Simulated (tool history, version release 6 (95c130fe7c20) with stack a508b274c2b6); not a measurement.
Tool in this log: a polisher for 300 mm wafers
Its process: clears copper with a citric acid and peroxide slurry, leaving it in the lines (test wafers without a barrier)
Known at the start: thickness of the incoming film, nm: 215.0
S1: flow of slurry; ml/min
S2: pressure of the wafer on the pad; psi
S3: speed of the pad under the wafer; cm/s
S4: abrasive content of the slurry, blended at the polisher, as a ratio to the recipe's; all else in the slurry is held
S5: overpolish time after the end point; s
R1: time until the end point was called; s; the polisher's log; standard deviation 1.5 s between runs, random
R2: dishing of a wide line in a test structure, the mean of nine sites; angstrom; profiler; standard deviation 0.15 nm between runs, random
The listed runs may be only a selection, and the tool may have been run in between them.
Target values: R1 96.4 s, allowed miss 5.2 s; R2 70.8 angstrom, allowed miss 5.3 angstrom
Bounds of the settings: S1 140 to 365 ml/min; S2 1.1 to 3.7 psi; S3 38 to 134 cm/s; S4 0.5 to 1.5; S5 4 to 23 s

run,hour,S1,S2,S3,S4,S5,R1,R2
1,0,235,2.4,86,1,12,151.44,132.49
2,2.5,235,2.4,86,1,16,152.99,169.24
3,3.1,235,2.4,78,1,16,168.65,154.06
4,9.2,235,2.4,78,1,11,172.4,109.77
5,11,230,2.6,82,0.95,9,151.08,101.26
6,17.9,210,2.9,84,0.85,8,134.92,98.788
7,26,195,3.1,86,0.75,7,125.81,93.259
8,32.3,180,3.2,88,0.7,6,129.01,83.792
9,32.9,170,3.3,92,0.65,6,120.02,84.007
10,40.6,165,3.3,96,0.6,6,115.73,84.328
11,44,160,3.3,102,0.6,6,110.45,92.691
# hour 47.1: head pressure recalibrated
12,47.1,225,3.7,78,0.85,4,121,54.462
13,54.7,225,3.7,82,0.85,4,124.18,58.815
14,63,250,3.7,90,0.75,4,109.13,61.542
15,64.7,250,3.7,90,0.75,4,110.74,63.055

Exercise: of the 5 proposed moves below, exactly one satisfies all targets within the stated allowed misses. Which move is it?
A,66.4,285,3.6,72,0.8,6,?,?
B,66.4,210,3.6,82,0.7,4,?,?
C,66.4,270,3.6,104,1,4,?,?
D,66.4,250,3.2,88,0.6,6,?,?
E,66.4,245,3.3,86,1,5,?,?

move,R1,R2
A,135.44,73.775
B,127.67,52.624
C,95.594,69.786
D,133.72,74.619
E,124.31,67.121
A: moves away from the targets compared with the last run
B: moves away from the targets compared with the last run
C: every result within its allowed miss
D: moves away from the targets compared with the last run
E: moves away from the targets compared with the last run
Go with C: it meets all targets.

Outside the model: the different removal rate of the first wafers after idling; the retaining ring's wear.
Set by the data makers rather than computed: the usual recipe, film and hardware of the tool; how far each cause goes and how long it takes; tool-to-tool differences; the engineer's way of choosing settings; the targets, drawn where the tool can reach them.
